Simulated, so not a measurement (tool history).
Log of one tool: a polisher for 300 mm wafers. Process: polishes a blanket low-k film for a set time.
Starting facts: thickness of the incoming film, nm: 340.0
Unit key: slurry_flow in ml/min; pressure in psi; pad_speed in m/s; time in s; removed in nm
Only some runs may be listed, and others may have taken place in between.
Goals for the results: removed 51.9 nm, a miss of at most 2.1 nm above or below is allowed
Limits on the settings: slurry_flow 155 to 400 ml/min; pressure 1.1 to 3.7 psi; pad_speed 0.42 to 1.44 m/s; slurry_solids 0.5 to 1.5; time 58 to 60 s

run  hour  slurry_flow  pressure  pad_speed  slurry_solids  time  removed
  1     0          255       2.4       0.92              1    58    32.63
  2   1.9          255         3       0.92              1    58    39.15
  3   6.1          255       3.1       0.94              1    58   40.238
  4   9.9          255       3.6       0.94              1    58   46.573
  5  17.8          255       3.6       0.94              1    58   46.335
  6  18.9          315       3.6       0.94              1    58   46.884
  7  25.5          315       3.6       0.96              1    58   47.426
  8    27          315       3.6       0.98              1    58   48.722

Pick the move, out of 5, that brings all results within their allowed miss; only one does.
  A  28.5          325       3.7       1.14           0.95    60        ?
  B  28.5          330       3.7       0.88           1.25    58        ?
  C  28.5          280       3.7       1.06            1.1    60        ?
  D  28.5          380       3.6       1.06            0.8    58        ?
  E  28.5          255       3.6       1.22            0.7    60        ?

move  removed
   A   55.801
   B   51.286
   C   56.907
   D   44.335
   E   44.391
A: the result that was furthest off in the last run now lies on the other side of its target
B: meets every target
C: the result that was furthest off in the last run now lies on the other side of its target
D: moves away from the targets compared with the last run
E: moves away from the targets compared with the last run
Go with B: it meets all targets.
